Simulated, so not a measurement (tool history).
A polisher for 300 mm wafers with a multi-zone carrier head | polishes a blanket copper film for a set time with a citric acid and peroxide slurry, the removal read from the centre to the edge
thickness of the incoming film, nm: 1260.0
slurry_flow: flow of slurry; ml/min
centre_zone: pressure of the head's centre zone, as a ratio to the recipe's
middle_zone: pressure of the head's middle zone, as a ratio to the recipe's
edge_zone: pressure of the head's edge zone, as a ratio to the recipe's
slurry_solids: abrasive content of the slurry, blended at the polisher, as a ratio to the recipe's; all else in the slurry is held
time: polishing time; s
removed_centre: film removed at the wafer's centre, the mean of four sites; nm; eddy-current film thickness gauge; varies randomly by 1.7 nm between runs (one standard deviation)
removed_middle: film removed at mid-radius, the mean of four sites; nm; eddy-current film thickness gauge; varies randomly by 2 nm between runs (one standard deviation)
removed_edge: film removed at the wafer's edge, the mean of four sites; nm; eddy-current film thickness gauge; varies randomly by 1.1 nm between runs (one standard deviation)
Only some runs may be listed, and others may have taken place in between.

run,hour,slurry_flow,centre_zone,middle_zone,edge_zone,slurry_solids,time,removed_centre,removed_middle,removed_edge
1,0,195,1,1,1,1,32,128.16,127.34,125.73
2,1,195,1,1,0.97,1,32,128.8,130.07,125.57
3,1.7,205,0.97,1.03,0.99,1.15,33,133.25,144.25,135.87
4,5.9,220,0.96,1.06,1.02,1.2,33,133.64,150.21,140.98
5,13.7,230,0.96,1.09,1.04,1.25,33,137.28,157.11,144.22
6,18,230,1,1.09,1.04,1.25,33,142.52,158.12,146.19
7,25.8,240,0.99,1.11,1.06,1.25,33,144.09,160.05,144.59
8,27.6,240,0.98,1.12,1.07,1.3,33,141.03,162.39,147.51
9,31.7,245,0.97,1.13,1.08,1.35,33,142.5,166.76,149.72
10,35.4,250,0.96,1.14,1.1,1.4,33,144.85,171.12,152.52
11,42.5,250,0.95,1.14,1.12,1.4,33,141.34,170.36,155.9

Run 12 comes next. What will it give?
12,48.6,255,0.95,1.15,1.13,1.4,33,?,?,?

removed_centre: 144.21 nm
removed_middle: 173.33 nm
removed_edge: 155.34 nm
